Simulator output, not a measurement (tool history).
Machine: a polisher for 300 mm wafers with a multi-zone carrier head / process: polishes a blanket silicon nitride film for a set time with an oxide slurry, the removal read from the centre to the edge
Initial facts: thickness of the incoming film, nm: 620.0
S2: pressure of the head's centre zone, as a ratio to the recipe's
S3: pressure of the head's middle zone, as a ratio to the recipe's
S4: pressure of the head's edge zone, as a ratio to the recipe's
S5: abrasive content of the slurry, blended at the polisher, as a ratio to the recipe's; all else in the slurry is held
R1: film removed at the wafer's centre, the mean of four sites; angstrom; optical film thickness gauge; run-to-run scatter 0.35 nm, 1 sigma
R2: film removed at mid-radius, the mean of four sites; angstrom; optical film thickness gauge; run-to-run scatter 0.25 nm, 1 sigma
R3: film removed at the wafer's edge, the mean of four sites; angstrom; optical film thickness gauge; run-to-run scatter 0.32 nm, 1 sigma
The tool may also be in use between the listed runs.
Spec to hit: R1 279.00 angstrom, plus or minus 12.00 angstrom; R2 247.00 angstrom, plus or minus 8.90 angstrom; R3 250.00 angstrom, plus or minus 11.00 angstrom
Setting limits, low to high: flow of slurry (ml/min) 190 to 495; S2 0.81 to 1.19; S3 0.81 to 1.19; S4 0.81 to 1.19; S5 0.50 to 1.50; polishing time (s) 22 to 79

run 1 hour=0.0 | flow_of_slurry_(ml/min)=320 S2=1.00 S3=1.00 S4=1.00 S5=1.00 polishing_time_(s)=50 | R1=397.54 R2=402.22 R3=368.89
run 2 hour=1.2 | flow_of_slurry_(ml/min)=320 S2=1.00 S3=0.96 S4=0.98 S5=0.85 polishing_time_(s)=48 | R1=353.91 R2=346.81 R3=335.87
run 3 hour=4.2 | flow_of_slurry_(ml/min)=350 S2=1.00 S3=0.96 S4=0.98 S5=0.85 polishing_time_(s)=48 | R1=343.26 R2=347.25 R3=338.40
run 4 hour=8.3 | flow_of_slurry_(ml/min)=350 S2=1.06 S3=0.96 S4=0.98 S5=0.85 polishing_time_(s)=48 | R1=374.79 R2=346.01 R3=345.64
run 5 hour=11.3 | flow_of_slurry_(ml/min)=350 S2=1.06 S3=0.96 S4=0.98 S5=0.85 polishing_time_(s)=58 | R1=452.75 R2=422.73 R3=404.42
-- hour=14.5 edge zone pressure recalibrated
run 6 hour=14.5 | flow_of_slurry_(ml/min)=350 S2=1.06 S3=0.96 S4=0.98 S5=0.85 polishing_time_(s)=68 | R1=523.88 R2=487.56 R3=498.38
run 7 hour=22.1 | flow_of_slurry_(ml/min)=340 S2=1.06 S3=0.94 S4=0.95 S5=0.75 polishing_time_(s)=61 | R1=452.06 R2=410.37 R3=413.63
run 8 hour=28.4 | flow_of_slurry_(ml/min)=330 S2=1.05 S3=0.93 S4=0.93 S5=0.70 polishing_time_(s)=56 | R1=394.85 R2=359.87 R3=362.29
run 9 hour=29.1 | flow_of_slurry_(ml/min)=320 S2=1.05 S3=0.92 S4=0.91 S5=0.65 polishing_time_(s)=53 | R1=352.71 R2=324.69 R3=335.51
run 10 hour=36.1 | flow_of_slurry_(ml/min)=320 S2=1.05 S3=0.92 S4=0.91 S5=0.65 polishing_time_(s)=53 | R1=367.91 R2=330.16 R3=337.18
run 11 hour=41.9 | flow_of_slurry_(ml/min)=320 S2=1.04 S3=0.89 S4=0.84 S5=0.50 polishing_time_(s)=41 | R1=251.65 R2=219.18 R3=221.85

Which single option among these 5 for the next run brings every result within its allowed miss of target? Just one does.
run A hour=47.7 | flow_of_slurry_(ml/min)=280 S2=0.97 S3=0.81 S4=0.99 S5=0.55 polishing_time_(s)=45 | R1=? R2=? R3=?
run B hour=47.7 | flow_of_slurry_(ml/min)=290 S2=0.97 S3=0.84 S4=0.86 S5=0.60 polishing_time_(s)=46 | R1=? R2=? R3=?
run C hour=47.7 | flow_of_slurry_(ml/min)=285 S2=0.86 S3=0.96 S4=0.91 S5=0.55 polishing_time_(s)=42 | R1=? R2=? R3=?
run D hour=47.7 | flow_of_slurry_(ml/min)=290 S2=0.97 S3=0.86 S4=0.91 S5=0.50 polishing_time_(s)=40 | R1=? R2=? R3=?
run E hour=47.7 | flow_of_slurry_(ml/min)=365 S2=1.03 S3=0.89 S4=0.81 S5=0.65 polishing_time_(s)=41 | R1=? R2=? R3=?

move=A R1=256.98 R2=228.69 R3=262.91
move=B R1=274.81 R2=251.80 R3=269.17
move=C R1=213.15 R2=246.30 R3=239.14
move=D R1=219.48 R2=204.99 R3=218.40
move=E R1=276.90 R2=249.76 R3=248.98
A: gains on the last run, yet a result remains outside its allowed miss
B: the worst result of the last run now meets its target, but another is out of spec
C: the worst result of the last run now meets its target, but another is out of spec
D: lands further from the targets than the last run did
E: hits every target within its allowed miss
E meets every target.
